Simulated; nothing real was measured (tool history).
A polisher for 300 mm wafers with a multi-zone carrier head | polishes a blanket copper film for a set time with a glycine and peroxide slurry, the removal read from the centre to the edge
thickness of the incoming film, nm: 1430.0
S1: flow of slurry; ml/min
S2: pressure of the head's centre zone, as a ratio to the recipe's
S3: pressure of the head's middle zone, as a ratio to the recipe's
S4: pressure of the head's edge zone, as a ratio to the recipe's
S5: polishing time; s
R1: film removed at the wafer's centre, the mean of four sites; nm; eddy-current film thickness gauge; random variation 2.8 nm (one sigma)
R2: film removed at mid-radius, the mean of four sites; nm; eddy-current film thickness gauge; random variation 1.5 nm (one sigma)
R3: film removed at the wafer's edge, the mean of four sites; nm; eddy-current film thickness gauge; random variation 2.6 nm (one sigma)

Run 1, hour 0.0: S1 145 ml/min, S2 1.00, S3 1.00, S4 1.00, S5 90 s. Result: R1 356.65 nm, R2 341.33 nm, R3 329.91 nm.
Run 2, hour 3.2: S1 145 ml/min, S2 1.00, S3 1.00, S4 1.08, S5 90 s. Result: R1 367.34 nm, R2 333.57 nm, R3 345.63 nm.
Run 3, hour 6.5: S1 145 ml/min, S2 1.00, S3 1.00, S4 1.08, S5 70 s. Result: R1 283.07 nm, R2 260.19 nm, R3 261.75 nm.
Run 4, hour 13.2: S1 145 ml/min, S2 1.05, S3 1.00, S4 1.08, S5 70 s. Result: R1 292.49 nm, R2 260.41 nm, R3 268.54 nm.
Run 5, hour 17.8: S1 145 ml/min, S2 1.05, S3 1.00, S4 1.08, S5 80 s. Result: R1 342.51 nm, R2 298.02 nm, R3 299.51 nm.
Run 6, hour 23.0: S1 140 ml/min, S2 1.05, S3 0.99, S4 1.07, S5 79 s. Result: R1 327.12 nm, R2 289.93 nm, R3 294.99 nm.

Run 7 comes next. What will it give?
Run 7, hour 24.3: S1 135 ml/min, S2 1.05, S3 0.98, S4 1.06, S5 79 s. Result: R1 ?, R2 ?, R3 ?.

{"run 7": {"R1": 330.52, "R2": 284.48, "R3": 300.28}}

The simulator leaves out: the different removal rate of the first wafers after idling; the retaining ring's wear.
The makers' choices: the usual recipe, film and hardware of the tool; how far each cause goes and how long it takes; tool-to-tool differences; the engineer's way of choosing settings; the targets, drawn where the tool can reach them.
